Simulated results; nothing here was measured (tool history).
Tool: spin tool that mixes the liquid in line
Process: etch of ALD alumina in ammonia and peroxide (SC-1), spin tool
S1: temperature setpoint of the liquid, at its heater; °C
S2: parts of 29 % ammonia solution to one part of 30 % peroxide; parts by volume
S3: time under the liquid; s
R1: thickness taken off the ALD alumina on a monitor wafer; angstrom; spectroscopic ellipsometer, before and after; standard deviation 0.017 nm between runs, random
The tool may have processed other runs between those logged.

{"run": 1, "hour": 0.0, "S1": 61, "S2": 0.5, "S3": 40, "R1": 38.333}
{"run": 2, "hour": 4.2, "S1": 58.5, "S2": 0.5, "S3": 40, "R1": 33.492}
{"run": 3, "hour": 11.8, "S1": 58.5, "S2": 0.65, "S3": 40, "R1": 34.592}
{"run": 4, "hour": 12.6, "S1": 58.5, "S2": 0.65, "S3": 30, "R1": 25.627}
{"hour": 20.7, "done": "ammonia flow meter replaced"}
{"run": 5, "hour": 20.7, "S1": 58.5, "S2": 0.65, "S3": 30, "R1": 25.817}
{"run": 6, "hour": 26.0, "S1": 57.5, "S2": 0.65, "S3": 30, "R1": 24.334}
{"run": 7, "hour": 34.6, "S1": 57, "S2": 0.65, "S3": 30, "R1": 23.645}
{"run": 8, "hour": 36.4, "S1": 56.5, "S2": 0.65, "S3": 30, "R1": 23.232}
{"run": 9, "hour": 43.4, "S1": 56, "S2": 0.65, "S3": 30, "R1": 22.458}

The next listed run, before its measurement:
{"run": 10, "hour": 44.8, "S1": 55.5, "S2": 0.65, "S3": 30, "R1": "?"}

{"run 10": {"R1": 21.929}}
